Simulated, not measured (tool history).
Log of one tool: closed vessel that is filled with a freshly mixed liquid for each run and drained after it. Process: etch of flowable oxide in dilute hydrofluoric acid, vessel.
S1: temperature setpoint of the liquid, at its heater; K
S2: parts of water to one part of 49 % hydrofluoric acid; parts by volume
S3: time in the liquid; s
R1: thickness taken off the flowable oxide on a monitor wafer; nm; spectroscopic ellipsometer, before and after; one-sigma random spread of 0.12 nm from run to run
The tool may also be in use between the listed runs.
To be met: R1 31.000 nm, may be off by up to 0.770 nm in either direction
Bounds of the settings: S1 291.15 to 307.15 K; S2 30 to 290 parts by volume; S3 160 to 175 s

Run 1, hour 0.0: S1 299.15 K, S2 160 parts by volume, S3 160 s. Result: R1 36.734 nm.
Run 2, hour 4.4: S1 299.15 K, S2 160 parts by volume, S3 175 s. Result: R1 40.500 nm.
Run 3, hour 10.8: S1 299.15 K, S2 160 parts by volume, S3 175 s. Result: R1 40.257 nm.
Run 4, hour 15.5: S1 296.15 K, S2 160 parts by volume, S3 175 s. Result: R1 35.836 nm.
Run 5, hour 17.7: S1 296.15 K, S2 125 parts by volume, S3 175 s. Result: R1 47.730 nm.
Run 6, hour 26.8: S1 293.65 K, S2 125 parts by volume, S3 175 s. Result: R1 43.350 nm.
Run 7, hour 32.8: S1 293.15 K, S2 135 parts by volume, S3 175 s. Result: R1 38.923 nm.
Run 8, hour 35.3: S1 293.15 K, S2 135 parts by volume, S3 175 s. Result: R1 38.903 nm.
Run 9, hour 42.5: S1 292.65 K, S2 140 parts by volume, S3 175 s. Result: R1 36.668 nm.
Run 10, hour 50.2: S1 292.15 K, S2 145 parts by volume, S3 175 s. Result: R1 34.183 nm.
Run 11, hour 54.5: S1 291.65 K, S2 145 parts by volume, S3 175 s. Result: R1 33.621 nm.
Run 12, hour 63.1: S1 291.15 K, S2 150 parts by volume, S3 175 s. Result: R1 31.997 nm.

Exercise: of the 5 proposed moves below, exactly one satisfies all targets within the stated allowed misses. Which move is it?
Run A, hour 71.7: S1 291.65 K, S2 140 parts by volume, S3 170 s. Result: R1 ?.
Run B, hour 71.7: S1 291.15 K, S2 140 parts by volume, S3 165 s. Result: R1 ?.
Run C, hour 71.7: S1 292.15 K, S2 160 parts by volume, S3 175 s. Result: R1 ?.
Run D, hour 71.7: S1 291.15 K, S2 135 parts by volume, S3 160 s. Result: R1 ?.
Run E, hour 71.7: S1 291.15 K, S2 155 parts by volume, S3 170 s. Result: R1 ?.

move      R1
   A  34.145
   B  32.473
   C  30.754
   D  32.820
   E  29.771
A: misses by more than the last run did
B: misses by more than the last run did
C: in spec on every target
D: misses by more than the last run did
E: pushes the last run's worst result past its target
Move C is the one to make.
